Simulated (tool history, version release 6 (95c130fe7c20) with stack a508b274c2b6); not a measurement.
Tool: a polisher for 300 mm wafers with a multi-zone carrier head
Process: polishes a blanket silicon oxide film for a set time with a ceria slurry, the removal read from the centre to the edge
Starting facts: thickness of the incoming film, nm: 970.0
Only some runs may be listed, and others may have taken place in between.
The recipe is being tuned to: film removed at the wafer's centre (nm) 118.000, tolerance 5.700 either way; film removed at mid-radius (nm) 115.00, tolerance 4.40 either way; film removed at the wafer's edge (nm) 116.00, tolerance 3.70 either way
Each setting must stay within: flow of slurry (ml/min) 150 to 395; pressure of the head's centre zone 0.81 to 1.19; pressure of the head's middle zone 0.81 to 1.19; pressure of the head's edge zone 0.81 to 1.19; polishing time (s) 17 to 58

run,hour,flow of slurry (ml/min),pressure of the head's centre zone,pressure of the head's middle zone,pressure of the head's edge zone,polishing time (s),film removed at the wafer's centre (nm),film removed at mid-radius (nm),film removed at the wafer's edge (nm)
1,0.0,250,1.00,1.00,1.00,37,228.580,228.28,222.86
2,2.9,250,1.00,0.91,1.00,37,233.340,207.35,223.12
3,9.3,250,1.00,0.91,1.05,37,223.590,208.24,224.75
4,17.8,250,1.00,0.91,1.11,37,223.760,212.36,233.54
5,26.2,250,0.94,0.91,1.11,37,210.710,209.72,232.44
6,34.1,250,0.88,0.91,1.11,37,194.710,212.00,231.07
7,37.3,235,0.89,0.91,1.05,32,178.870,177.08,195.01
8,39.6,220,0.87,0.93,1.01,28,147.880,158.87,165.60
9,47.8,215,0.88,0.92,0.97,26,135.890,146.90,149.86
10,55.4,210,0.89,0.90,0.94,25,129.780,137.34,143.63
11,58.6,210,0.91,0.90,0.91,24,129.560,129.14,134.80
12,67.1,205,0.91,0.90,0.89,23,123.540,124.45,128.06
13,68.1,200,0.91,0.90,0.87,23,122.810,125.06,126.72
14,68.8,195,0.92,0.90,0.86,23,124.970,121.91,127.53
15,70.7,205,0.92,0.90,0.85,22,120.200,119.59,119.57
16,76.8,205,0.92,0.90,0.84,22,120.760,121.18,120.18
17,81.8,190,0.92,0.86,0.81,21,112.580,108.03,111.51
18,88.2,195,0.92,0.87,0.82,21,110.190,110.69,111.85

Exercise: of the 5 proposed moves below, exactly one satisfies all targets within the stated allowed misses. Which move is it?
A,94.6,220,0.91,0.91,0.81,20,?,?,?
B,94.6,180,0.86,0.81,0.87,21,?,?,?
C,94.6,260,1.00,0.95,0.82,19,?,?,?
D,94.6,160,0.81,0.92,0.87,21,?,?,?
E,94.6,250,0.93,0.88,0.85,21,?,?,?

move,film removed at the wafer's centre (nm),film removed at mid-radius (nm),film removed at the wafer's edge (nm)
A,109.570,114.69,107.54
B,104.550,105.80,113.58
C,117.430,115.46,104.38
D,95.845,114.73,111.43
E,119.920,119.20,116.77
A: its largest miss is bigger than the last run's
B: its largest miss is bigger than the last run's
C: brings the result that was furthest off to its target, and leaves another outside
D: its largest miss is bigger than the last run's
E: each result inside its tolerance
Move E is the one to make.

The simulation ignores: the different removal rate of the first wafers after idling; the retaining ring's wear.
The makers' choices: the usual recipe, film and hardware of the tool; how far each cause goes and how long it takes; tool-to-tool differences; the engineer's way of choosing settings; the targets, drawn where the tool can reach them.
